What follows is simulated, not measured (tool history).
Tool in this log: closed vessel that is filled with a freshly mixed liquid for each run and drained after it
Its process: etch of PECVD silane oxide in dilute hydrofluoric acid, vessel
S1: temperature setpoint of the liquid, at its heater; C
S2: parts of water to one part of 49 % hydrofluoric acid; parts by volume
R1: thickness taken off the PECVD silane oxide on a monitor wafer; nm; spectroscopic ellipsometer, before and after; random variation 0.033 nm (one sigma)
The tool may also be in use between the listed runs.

run 1 hour=0 | S1=22 S2=155 time_in_the_liquid_(s)=40 | R1=11.266
run 2 hour=7.3 | S1=22 S2=110 time_in_the_liquid_(s)=40 | R1=16.679
run 3 hour=13.3 | S1=21 S2=115 time_in_the_liquid_(s)=40 | R1=15.21
run 4 hour=19.6 | S1=20 S2=120 time_in_the_liquid_(s)=40 | R1=13.994
run 5 hour=25.8 | S1=20 S2=145 time_in_the_liquid_(s)=40 | R1=11.209
run 6 hour=29.7 | S1=20 S2=145 time_in_the_liquid_(s)=40 | R1=11.244
run 7 hour=31.1 | S1=19.5 S2=145 time_in_the_liquid_(s)=40 | R1=11.001

Run 8 is up next; what results do you expect?
run 8 hour=34.4 | S1=19 S2=145 time_in_the_liquid_(s)=40 | R1=?

{"run 8": {"R1": 10.833}}
